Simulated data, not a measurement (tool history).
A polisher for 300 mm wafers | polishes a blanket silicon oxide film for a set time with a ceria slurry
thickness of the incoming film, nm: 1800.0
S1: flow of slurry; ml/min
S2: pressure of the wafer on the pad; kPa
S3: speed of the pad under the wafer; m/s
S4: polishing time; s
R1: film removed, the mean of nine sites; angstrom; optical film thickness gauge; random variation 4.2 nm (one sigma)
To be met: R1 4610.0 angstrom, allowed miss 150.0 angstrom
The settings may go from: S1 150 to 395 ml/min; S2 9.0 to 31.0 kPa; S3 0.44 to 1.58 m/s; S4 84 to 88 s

Run 1, hour 0.0: S1 250 ml/min, S2 20.0 kPa, S3 1.00 m/s, S4 84 s. Result: R1 2937.5 angstrom.
Run 2, hour 8.4: S1 250 ml/min, S2 22.8 kPa, S3 1.00 m/s, S4 84 s. Result: R1 3326.3 angstrom.
Run 3, hour 14.1: S1 250 ml/min, S2 24.8 kPa, S3 1.00 m/s, S4 84 s. Result: R1 3554.8 angstrom.
Run 4, hour 16.6: S1 250 ml/min, S2 26.9 kPa, S3 1.00 m/s, S4 84 s. Result: R1 3779.2 angstrom.
Run 5, hour 24.5: S1 250 ml/min, S2 26.9 kPa, S3 0.78 m/s, S4 84 s. Result: R1 3055.9 angstrom.
Run 6, hour 32.7: S1 250 ml/min, S2 24.8 kPa, S3 0.78 m/s, S4 84 s. Result: R1 2809.9 angstrom.
Run 7, hour 37.6: S1 250 ml/min, S2 26.9 kPa, S3 0.84 m/s, S4 84 s. Result: R1 3222.2 angstrom.
Run 8, hour 43.1: S1 250 ml/min, S2 28.3 kPa, S3 0.90 m/s, S4 84 s. Result: R1 3634.5 angstrom.
Run 9, hour 48.9: S1 250 ml/min, S2 28.3 kPa, S3 0.90 m/s, S4 84 s. Result: R1 3605.0 angstrom.
Run 10, hour 50.4: S1 250 ml/min, S2 29.0 kPa, S3 0.94 m/s, S4 84 s. Result: R1 3887.9 angstrom.
Run 11, hour 57.1: S1 250 ml/min, S2 29.6 kPa, S3 0.96 m/s, S4 84 s. Result: R1 3946.3 angstrom.

4 next moves are on the table. One of them brings every result within its allowed miss. Which?
Run A, hour 63.8: S1 290 ml/min, S2 31.0 kPa, S3 0.68 m/s, S4 88 s. Result: R1 ?.
Run B, hour 63.8: S1 310 ml/min, S2 20.0 kPa, S3 1.10 m/s, S4 88 s. Result: R1 ?.
Run C, hour 63.8: S1 215 ml/min, S2 30.3 kPa, S3 0.72 m/s, S4 85 s. Result: R1 ?.
Run D, hour 63.8: S1 280 ml/min, S2 29.6 kPa, S3 1.12 m/s, S4 84 s. Result: R1 ?.

move      R1
   A  3179.2
   B  3368.7
   C  3060.1
   D  4567.5
A: further off than the last run
B: further off than the last run
C: further off than the last run
D: meets every target
Answer: D
